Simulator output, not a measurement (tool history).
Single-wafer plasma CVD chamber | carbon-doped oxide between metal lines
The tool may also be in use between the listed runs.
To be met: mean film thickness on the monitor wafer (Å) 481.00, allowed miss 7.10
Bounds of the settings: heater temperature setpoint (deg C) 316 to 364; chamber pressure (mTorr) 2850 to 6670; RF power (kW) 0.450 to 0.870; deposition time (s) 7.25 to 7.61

run	hour	heater temperature setpoint (deg C)	chamber pressure (mTorr)	RF power (kW)	deposition time (s)	mean film thickness on the monitor wafer (Å)
1	0.0	340	4760	0.660	7.61	511.61
2	3.4	341	4700	0.660	7.61	511.88
3	5.6	342	4630	0.660	7.61	506.22
4	14.3	343	4590	0.660	7.61	506.57
5	22.3	343	4590	0.730	7.61	532.02
6	27.4	343	5100	0.730	7.61	540.76
7	34.3	345	4950	0.725	7.61	530.39
8	40.9	345	4950	0.725	7.61	531.83
9	44.6	347	4840	0.720	7.61	525.68
# hour 49.3: capacitance manometer re-zeroed and calibrated
10	49.3	348	4730	0.715	7.61	523.12
11	55.9	349	4630	0.705	7.61	516.88
12	57.3	350	4540	0.700	7.61	505.95
13	61.6	351	4510	0.700	7.61	508.05

Which of these 5 next moves meets every target?
A	65.9	352	3790	0.770	7.61	?
B	65.9	350	4140	0.670	7.43	?
C	65.9	343	3380	0.800	7.46	?
D	65.9	363	4520	0.725	7.61	?
E	65.9	354	4130	0.765	7.38	?

move	mean film thickness on the monitor wafer (Å)
A	521.79
B	480.82
C	531.21
D	499.64
E	506.11
A: further off than the last run
B: meets every target
C: further off than the last run
D: nearer than the last run, and not there yet
E: nearer than the last run, and not there yet
Answer: B
